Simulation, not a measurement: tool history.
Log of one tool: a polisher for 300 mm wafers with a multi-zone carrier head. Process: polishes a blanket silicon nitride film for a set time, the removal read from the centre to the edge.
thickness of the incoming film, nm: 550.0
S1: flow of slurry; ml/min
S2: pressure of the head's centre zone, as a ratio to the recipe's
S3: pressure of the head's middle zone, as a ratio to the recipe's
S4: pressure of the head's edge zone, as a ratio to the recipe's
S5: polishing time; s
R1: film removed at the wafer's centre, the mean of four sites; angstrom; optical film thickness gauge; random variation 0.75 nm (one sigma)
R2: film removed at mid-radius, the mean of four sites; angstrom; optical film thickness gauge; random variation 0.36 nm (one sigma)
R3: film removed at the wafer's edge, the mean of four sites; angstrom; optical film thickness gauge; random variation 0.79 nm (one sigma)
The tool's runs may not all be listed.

Run 1, hour 0: S1 195 ml/min, S2 1, S3 1, S4 1, S5 87 s. Result: R1 1150.2 angstrom, R2 1026.1 angstrom, R3 1029.9 angstrom.
Run 2, hour 1.9: S1 195 ml/min, S2 1, S3 1, S4 0.94, S5 87 s. Result: R1 1140.8 angstrom, R2 1046.2 angstrom, R3 1041 angstrom.
Run 3, hour 10.2: S1 195 ml/min, S2 0.94, S3 1, S4 0.94, S5 87 s. Result: R1 1053.8 angstrom, R2 1018.3 angstrom, R3 1002.1 angstrom.
Run 4, hour 14.2: S1 185 ml/min, S2 0.91, S3 0.96, S4 0.94, S5 73 s. Result: R1 879.61 angstrom, R2 832.45 angstrom, R3 849.97 angstrom.
Run 5, hour 18.1: S1 185 ml/min, S2 0.91, S3 0.96, S4 0.94, S5 57 s. Result: R1 668.25 angstrom, R2 651.21 angstrom, R3 666.95 angstrom.
Run 6, hour 23.1: S1 165 ml/min, S2 0.91, S3 0.96, S4 0.94, S5 57 s. Result: R1 663.98 angstrom, R2 636.61 angstrom, R3 650.15 angstrom.

The next listed run, before its measurement:
Run 7, hour 30.7: S1 155 ml/min, S2 0.88, S3 0.94, S4 0.94, S5 55 s. Result: R1 ?, R2 ?, R3 ?.

Run 7 gave R1 613.38 angstrom, R2 597.11 angstrom, R3 630.7 angstrom.
